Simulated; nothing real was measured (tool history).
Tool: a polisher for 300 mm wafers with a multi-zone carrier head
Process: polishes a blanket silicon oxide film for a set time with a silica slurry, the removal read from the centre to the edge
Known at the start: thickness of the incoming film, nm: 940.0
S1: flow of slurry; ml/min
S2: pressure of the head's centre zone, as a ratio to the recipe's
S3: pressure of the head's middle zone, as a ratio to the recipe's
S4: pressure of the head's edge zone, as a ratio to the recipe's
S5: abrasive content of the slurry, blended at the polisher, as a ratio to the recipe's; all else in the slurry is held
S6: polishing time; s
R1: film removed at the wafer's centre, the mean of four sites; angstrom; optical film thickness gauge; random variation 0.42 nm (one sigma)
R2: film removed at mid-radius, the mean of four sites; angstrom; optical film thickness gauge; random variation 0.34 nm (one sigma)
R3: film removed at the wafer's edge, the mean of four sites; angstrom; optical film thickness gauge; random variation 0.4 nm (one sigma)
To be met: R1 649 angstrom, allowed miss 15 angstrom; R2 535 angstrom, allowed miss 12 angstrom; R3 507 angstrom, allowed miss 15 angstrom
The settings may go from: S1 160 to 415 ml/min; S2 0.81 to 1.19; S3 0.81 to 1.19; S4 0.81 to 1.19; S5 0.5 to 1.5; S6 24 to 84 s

run	day	S1	S2	S3	S4	S5	S6	R1	R2	R3
1	0	265	1	1	1	1	54	931.29	943.05	918.46
2	0.312	270	1.03	0.98	0.95	0.85	50	841.46	801.21	767.93
3	0.362	270	1.03	0.93	0.95	0.85	50	835.93	772.08	774.31
4	0.396	270	1.05	0.92	0.92	0.75	47	757.19	690.34	680.66
5	0.658	265	1.07	0.91	0.89	0.7	46	730.03	643.52	631.76
6	0.904	315	1.07	0.91	0.89	0.7	46	751.45	652.02	633.51
7	1.146	330	1.08	0.9	0.87	0.65	45	719.09	612.22	605.22
8	1.279	330	1.08	0.9	0.87	0.65	45	729.79	610.17	597.99
9	1.467	330	1.08	0.9	0.85	0.6	44	686.56	574.88	561.06
10	1.783	325	1.09	0.9	0.84	0.55	44	658.34	554.19	537.53
11	1.846	325	1.1	0.9	0.83	0.55	44	663.2	550.48	533.05
12	2.183	320	1.11	0.9	0.82	0.55	44	668.01	553.99	529
13	2.533	315	1.12	0.9	0.82	0.55	44	672.53	555.67	528.59
14	2.608	310	1.12	0.9	0.82	0.55	44	669.28	559.18	528.99
15	2.942	305	1.12	0.9	0.82	0.55	44	662.39	548.12	521.49
16	3.288	300	1.12	0.9	0.82	0.55	44	662.64	552.08	524.07
17	3.512	295	1.12	0.9	0.82	0.55	44	662.8	547.98	526.27
# day 3.825: worn pad replaced by a new one
18	3.825	275	1.13	0.91	0.81	0.5	44	701.67	576.41	550.63
19	3.854	295	1.12	0.91	0.81	0.5	44	693.14	575.35	536.11
20	4.088	310	1.11	0.91	0.81	0.5	44	697.66	585.63	545.74

5 next moves are on the table. One of them brings every result within its allowed miss. Which?
A	4.321	365	1.17	0.98	0.81	0.5	45	?	?	?
B	4.321	265	0.97	1	0.84	0.55	45	?	?	?
C	4.321	300	1.15	0.93	0.85	0.5	40	?	?	?
D	4.321	235	1.16	0.85	0.82	0.7	40	?	?	?
E	4.321	300	1.08	0.91	0.81	0.5	49	?	?	?

move	R1	R2	R3
A	760.45	638.23	565.71
B	636.48	658.36	587.29
C	650.76	534.76	506.74
D	745.39	568.94	573.12
E	748.23	644.45	607.86
A: further off than the last run
B: further off than the last run
C: meets every target
D: further off than the last run
E: further off than the last run
Answer: C
